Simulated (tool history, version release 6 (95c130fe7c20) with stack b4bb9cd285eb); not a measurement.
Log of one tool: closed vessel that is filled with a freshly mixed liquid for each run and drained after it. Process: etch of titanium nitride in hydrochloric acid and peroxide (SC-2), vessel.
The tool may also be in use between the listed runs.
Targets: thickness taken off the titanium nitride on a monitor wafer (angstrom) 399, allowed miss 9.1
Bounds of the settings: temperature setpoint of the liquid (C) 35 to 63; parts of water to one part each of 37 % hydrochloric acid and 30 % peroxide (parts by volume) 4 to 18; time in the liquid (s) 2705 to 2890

| run | hour | temperature setpoint of the liquid (C) | parts of water to one part each of 37 % hydrochloric acid and 30 % peroxide (parts by volume) | time in the liquid (s) | thickness taken off the titanium nitride on a monitor wafer (angstrom) |
|---|---|---|---|---|---|
| 1 | 0 | 47 | 10 | 2705 | 541.7 |
| 2 | 4.9 | 47 | 10 | 2890 | 581.41 |
| 3 | 8.7 | 46.5 | 10 | 2890 | 554.09 |
| 4 | 11.9 | 46 | 10 | 2890 | 543.22 |
| 5 | 17 | 45.5 | 10 | 2890 | 517.88 |
| 6 | 23.8 | 45 | 10 | 2890 | 503.54 |
| 7 | 27.5 | 44.5 | 10 | 2890 | 486.82 |
| 8 | 32.3 | 44 | 10 | 2890 | 470.23 |
| 9 | 33.2 | 43.5 | 10 | 2890 | 455.03 |
| 10 | 35.9 | 42.5 | 10 | 2890 | 421.04 |
| 11 | 37.8 | 42 | 10 | 2890 | 408.86 |

5 next moves are on the table. One of them brings every result within its allowed miss. Which?
| A | 39.7 | 45.5 | 12.5 | 2840 | ? |
| B | 39.7 | 43.5 | 11 | 2890 | ? |
| C | 39.7 | 42.5 | 10 | 2890 | ? |
| D | 39.7 | 43.5 | 10.5 | 2810 | ? |
| E | 39.7 | 44.5 | 12.5 | 2840 | ? |

| move | thickness taken off the titanium nitride on a monitor wafer (angstrom) |
|---|---|
| A | 418.12 |
| B | 413.4 |
| C | 417.71 |
| D | 418.03 |
| E | 390.32 |
A: further off than the last run
B: further off than the last run
C: further off than the last run
D: further off than the last run
E: meets every target
The right move is E.
